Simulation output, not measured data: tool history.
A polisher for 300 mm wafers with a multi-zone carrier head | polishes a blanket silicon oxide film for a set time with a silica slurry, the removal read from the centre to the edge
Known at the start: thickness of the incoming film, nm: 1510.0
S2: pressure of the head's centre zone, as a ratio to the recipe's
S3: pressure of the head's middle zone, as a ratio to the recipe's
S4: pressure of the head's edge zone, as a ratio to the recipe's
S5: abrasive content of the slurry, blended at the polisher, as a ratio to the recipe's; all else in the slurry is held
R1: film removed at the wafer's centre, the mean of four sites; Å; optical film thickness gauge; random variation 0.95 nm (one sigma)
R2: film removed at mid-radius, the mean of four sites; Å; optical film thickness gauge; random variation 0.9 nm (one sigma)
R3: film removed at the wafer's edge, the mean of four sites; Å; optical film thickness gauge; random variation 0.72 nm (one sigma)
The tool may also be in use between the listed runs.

run 1 hour=0 | flow_of_slurry_(ml/min)=200 S2=1 S3=1 S4=1 S5=1 polishing_time_(s)=34 | R1=703.98 R2=696.67 R3=724.52
run 2 hour=5.4 | flow_of_slurry_(ml/min)=200 S2=1 S3=1 S4=0.97 S5=1 polishing_time_(s)=34 | R1=719.27 R2=717.99 R3=714.76
run 3 hour=10.7 | flow_of_slurry_(ml/min)=205 S2=0.99 S3=1.02 S4=1 S5=1.05 polishing_time_(s)=34 | R1=713.63 R2=746.97 R3=748.5
run 4 hour=14.2 | flow_of_slurry_(ml/min)=205 S2=0.99 S3=0.94 S4=1 S5=1.05 polishing_time_(s)=34 | R1=719.59 R2=690.07 R3=739.38
run 5 hour=18.8 | flow_of_slurry_(ml/min)=205 S2=0.99 S3=0.94 S4=1 S5=0.85 polishing_time_(s)=34 | R1=677.34 R2=635.89 R3=684.47
run 6 hour=20 | flow_of_slurry_(ml/min)=205 S2=0.99 S3=1 S4=1 S5=0.85 polishing_time_(s)=34 | R1=669.85 R2=673.45 R3=679.72

Run 7 comes next. What will it give?
run 7 hour=25.7 | flow_of_slurry_(ml/min)=210 S2=0.99 S3=1.02 S4=1.02 S5=0.95 polishing_time_(s)=34 | R1=? R2=? R3=?

{"run 7": {"R1": 705.08, "R2": 713.87, "R3": 730.7}}
